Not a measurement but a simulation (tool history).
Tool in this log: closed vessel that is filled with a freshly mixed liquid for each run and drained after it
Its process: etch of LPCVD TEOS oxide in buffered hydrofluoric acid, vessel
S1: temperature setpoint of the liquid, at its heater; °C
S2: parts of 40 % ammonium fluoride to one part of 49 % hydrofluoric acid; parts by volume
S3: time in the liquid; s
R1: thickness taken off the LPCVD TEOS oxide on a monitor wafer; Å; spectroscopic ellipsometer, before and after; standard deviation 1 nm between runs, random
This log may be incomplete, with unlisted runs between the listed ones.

{"run": 1, "hour": 0.0, "S1": 24.0, "S2": 21.5, "S3": 35, "R1": 447.14}
{"run": 2, "hour": 5.5, "S1": 24.0, "S2": 21.5, "S3": 35, "R1": 446.33}
{"run": 3, "hour": 14.2, "S1": 21.5, "S2": 21.5, "S3": 35, "R1": 387.35}
{"run": 4, "hour": 20.1, "S1": 21.5, "S2": 21.5, "S3": 35, "R1": 395.22}
{"run": 5, "hour": 28.0, "S1": 20.0, "S2": 21.5, "S3": 35, "R1": 363.62}
{"run": 6, "hour": 31.1, "S1": 23.0, "S2": 18.5, "S3": 35, "R1": 483.17}
{"run": 7, "hour": 33.1, "S1": 25.0, "S2": 16.5, "S3": 35, "R1": 608.97}

Expected results for the next run?
{"run": 8, "hour": 35.5, "S1": 26.5, "S2": 15.5, "S3": 35, "R1": "?"}

{"run 8": {"R1": 699.84}}
